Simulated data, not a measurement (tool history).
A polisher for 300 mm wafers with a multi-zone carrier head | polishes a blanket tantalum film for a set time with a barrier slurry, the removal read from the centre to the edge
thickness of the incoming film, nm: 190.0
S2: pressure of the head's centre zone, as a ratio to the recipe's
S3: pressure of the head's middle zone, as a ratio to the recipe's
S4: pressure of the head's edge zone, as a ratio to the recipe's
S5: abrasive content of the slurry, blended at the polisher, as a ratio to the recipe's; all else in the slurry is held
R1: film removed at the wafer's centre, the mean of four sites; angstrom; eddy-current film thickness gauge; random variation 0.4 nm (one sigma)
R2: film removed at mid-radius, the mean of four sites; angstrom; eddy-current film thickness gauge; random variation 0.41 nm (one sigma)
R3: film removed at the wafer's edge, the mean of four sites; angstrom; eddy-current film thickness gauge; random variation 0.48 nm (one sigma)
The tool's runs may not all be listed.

{"run": 1, "day": 0.0, "flow of slurry (ml/min)": 295, "S2": 1.0, "S3": 1.0, "S4": 1.0, "S5": 1.0, "polishing time (s)": 47, "R1": 703.35, "R2": 650.58, "R3": 676.46}
{"run": 2, "day": 0.371, "flow of slurry (ml/min)": 290, "S2": 1.0, "S3": 0.96, "S4": 0.99, "S5": 0.85, "polishing time (s)": 41, "R1": 593.32, "R2": 541.63, "R3": 577.25}
{"run": 3, "day": 0.721, "flow of slurry (ml/min)": 290, "S2": 1.0, "S3": 0.96, "S4": 0.99, "S5": 0.95, "polishing time (s)": 41, "R1": 612.49, "R2": 552.27, "R3": 575.74}
{"run": 4, "day": 0.8, "flow of slurry (ml/min)": 285, "S2": 1.01, "S3": 0.92, "S4": 1.0, "S5": 0.85, "polishing time (s)": 36, "R1": 525.56, "R2": 455.49, "R3": 497.36}
{"run": 5, "day": 0.85, "flow of slurry (ml/min)": 280, "S2": 1.02, "S3": 0.89, "S4": 1.0, "S5": 0.8, "polishing time (s)": 33, "R1": 470.51, "R2": 393.22, "R3": 435.54}
{"run": 6, "day": 1.088, "flow of slurry (ml/min)": 270, "S2": 1.02, "S3": 0.87, "S4": 1.0, "S5": 0.7, "polishing time (s)": 32, "R1": 444.3, "R2": 365.69, "R3": 420.64}
{"run": 7, "day": 1.288, "flow of slurry (ml/min)": 270, "S2": 1.02, "S3": 0.86, "S4": 0.98, "S5": 0.65, "polishing time (s)": 31, "R1": 421.55, "R2": 343.37, "R3": 391.56}

Forecast run 8:
{"run": 8, "day": 1.425, "flow of slurry (ml/min)": 265, "S2": 1.02, "S3": 0.85, "S4": 0.97, "S5": 0.6, "polishing time (s)": 31, "R1": "?", "R2": "?", "R3": "?"}

{"run 8": {"R1": 412.54, "R2": 326.31, "R3": 375.19}}

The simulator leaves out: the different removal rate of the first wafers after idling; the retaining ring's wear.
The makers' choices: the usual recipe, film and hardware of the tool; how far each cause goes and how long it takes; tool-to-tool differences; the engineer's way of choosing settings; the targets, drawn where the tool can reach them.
